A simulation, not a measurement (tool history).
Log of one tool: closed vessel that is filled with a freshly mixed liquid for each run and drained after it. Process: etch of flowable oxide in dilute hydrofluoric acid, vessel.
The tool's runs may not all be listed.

run,hour,temperature setpoint of the liquid (K),parts of water to one part of 49 % hydrofluoric acid (parts by volume),time in the liquid (s),thickness taken off the flowable oxide on a monitor wafer (Å)
1,0.0,297.15,135,90,273.22
2,4.6,297.15,155,90,233.92
3,7.8,297.15,155,70,182.86
4,15.3,297.15,155,90,234.40
5,17.1,299.15,150,90,259.50
6,20.2,299.15,100,90,420.02

Estimate the outcome of run 7 from the log above:
7,26.2,298.15,100,90,?

thickness taken off the flowable oxide on a monitor wafer (Å): 400.43

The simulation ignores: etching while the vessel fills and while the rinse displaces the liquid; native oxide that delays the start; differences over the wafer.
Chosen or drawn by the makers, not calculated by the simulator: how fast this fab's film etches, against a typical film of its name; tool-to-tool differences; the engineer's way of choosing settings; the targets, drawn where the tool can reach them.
